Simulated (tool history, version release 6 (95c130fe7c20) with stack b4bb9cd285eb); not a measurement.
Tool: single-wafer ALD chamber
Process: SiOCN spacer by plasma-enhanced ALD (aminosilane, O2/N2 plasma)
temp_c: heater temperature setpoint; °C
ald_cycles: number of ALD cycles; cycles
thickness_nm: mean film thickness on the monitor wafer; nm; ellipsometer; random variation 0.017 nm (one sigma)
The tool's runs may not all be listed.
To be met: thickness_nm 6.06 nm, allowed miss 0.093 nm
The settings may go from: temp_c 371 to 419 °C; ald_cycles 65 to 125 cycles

run  hour  temp_c  ald_cycles  thickness_nm
  1     0     395          95        5.4901
  2   3.9     406          95        5.4201
  3   5.6     416          95        5.2812
  4   7.3     419          95        5.2066
  5  11.2     414          97        5.4029
  6  13.4     419          97        5.2906
  7  22.5     413          98        5.4494
  8  28.6     409          99        5.5852

5 next moves are on the table. One of them brings every result within its allowed miss. Which?
  A  34.7     413         104             ?
  B  34.7     404         110             ?
  C  34.7     410         104             ?
  D  34.7     407          90             ?
  E  34.7     417         110             ?

move  thickness_nm
   A        5.8167
   B        6.3489
   C        5.8786
   D        5.1409
   E        6.0649
A: nearer than the last run, and not there yet
B: takes the result that was furthest off past its target
C: nearer than the last run, and not there yet
D: further off than the last run
E: meets every target
The right move is E.

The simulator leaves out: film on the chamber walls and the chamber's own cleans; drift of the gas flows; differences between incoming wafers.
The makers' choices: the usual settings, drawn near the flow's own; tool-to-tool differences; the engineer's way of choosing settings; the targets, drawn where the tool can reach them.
